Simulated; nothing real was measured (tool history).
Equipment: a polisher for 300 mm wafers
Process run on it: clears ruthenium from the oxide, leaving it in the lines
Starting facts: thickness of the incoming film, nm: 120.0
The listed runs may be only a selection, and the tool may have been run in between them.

| run | day | flow of slurry (ml/min) | pressure of the wafer on the pad (kPa) | speed of the pad under the wafer (m/s) | overpolish time after the end point (s) | time until the end point was called (s) |
|---|---|---|---|---|---|---|
| 1 | 0.000 | 165 | 13.8 | 1.22 | 9 | 88.989 |
| 2 | 0.308 | 165 | 15.2 | 1.22 | 9 | 81.703 |
| 3 | 0.525 | 180 | 15.2 | 1.22 | 9 | 80.564 |
| 4 | 0.667 | 180 | 13.1 | 1.22 | 9 | 93.083 |
| 5 | 1.000 | 180 | 15.2 | 1.22 | 9 | 82.903 |
| 6 | 1.362 | 145 | 15.2 | 1.22 | 9 | 84.186 |
| 7 | 1.450 | 150 | 15.9 | 1.22 | 9 | 78.894 |
|  | 1.512 | slurry nozzle cleaned |
| 8 | 1.512 | 150 | 16.5 | 1.22 | 9 | 71.742 |

Expected results for the next run?
| 9 | 1.700 | 150 | 17.2 | 1.22 | 9 | ? |

Run 9 gave time until the end point was called (s) 68.619.
